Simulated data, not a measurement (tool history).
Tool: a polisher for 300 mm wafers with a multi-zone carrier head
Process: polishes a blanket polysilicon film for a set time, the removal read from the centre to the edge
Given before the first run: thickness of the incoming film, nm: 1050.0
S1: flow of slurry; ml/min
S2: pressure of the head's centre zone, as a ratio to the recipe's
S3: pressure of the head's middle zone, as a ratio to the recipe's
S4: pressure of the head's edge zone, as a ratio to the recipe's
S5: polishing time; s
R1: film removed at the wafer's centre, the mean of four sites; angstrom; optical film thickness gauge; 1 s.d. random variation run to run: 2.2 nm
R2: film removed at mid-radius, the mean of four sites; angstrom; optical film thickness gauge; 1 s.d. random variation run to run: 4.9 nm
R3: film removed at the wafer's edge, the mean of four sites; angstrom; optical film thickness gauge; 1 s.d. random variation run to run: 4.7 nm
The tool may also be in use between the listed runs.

run	hour	S1	S2	S3	S4	S5	R1	R2	R3
1	0.0	190	1.00	1.00	1.00	31	4007.3	4030.0	3986.5
2	6.6	190	1.00	1.00	1.08	31	4008.3	3922.0	4203.2
3	7.4	180	0.97	1.02	1.08	31	3847.3	4015.4	4242.0
4	14.6	175	0.95	1.03	1.07	31	3749.9	4001.0	4130.8
5	20.5	175	0.95	1.03	1.11	31	3793.6	4038.1	4176.8
6	28.0	175	0.95	1.03	1.11	37	4524.9	4733.2	5081.4
7	29.6	170	0.93	1.03	1.09	36	4276.3	4654.3	4743.5
8	30.5	165	0.91	1.03	1.09	35	3995.0	4436.2	4701.4
9	35.2	160	0.90	1.03	1.06	35	3944.3	4446.4	4544.2
10	38.3	155	0.88	1.03	1.04	35	3766.8	4456.3	4520.1
11	44.0	150	0.87	1.02	1.01	35	3728.8	4348.3	4475.6

Expected results for the next run?
12	47.9	150	0.86	1.02	0.99	35	?	?	?

{"run 12": {"R1": 3690.0, "R2": 4294.7, "R3": 4383.7}}
